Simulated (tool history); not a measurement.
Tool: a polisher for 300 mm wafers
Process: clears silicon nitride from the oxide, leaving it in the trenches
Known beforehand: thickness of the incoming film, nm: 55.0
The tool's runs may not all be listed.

| run | hour | flow of slurry (ml/min) | pressure of the wafer on the pad (kPa) | speed of the pad under the wafer (m/s) | overpolish time after the end point (s) | time until the end point was called (s) |
|---|---|---|---|---|---|---|
| 1 | 0.0 | 135 | 20.7 | 0.84 | 38 | 60.672 |
| 2 | 3.1 | 135 | 20.7 | 0.84 | 41 | 60.788 |
| 3 | 6.9 | 135 | 18.6 | 0.82 | 41 | 69.938 |
| 4 | 8.4 | 135 | 18.6 | 0.96 | 41 | 58.630 |
| 5 | 12.0 | 135 | 16.5 | 0.94 | 41 | 67.606 |
| 6 | 15.9 | 135 | 16.5 | 0.82 | 41 | 77.024 |
| 7 | 20.6 | 135 | 15.2 | 0.82 | 41 | 84.635 |

What does the tool deliver on the next run?
| 8 | 26.2 | 135 | 11.0 | 0.80 | 41 | ? |

Run 8 yielded time until the end point was called (s) 112.550.
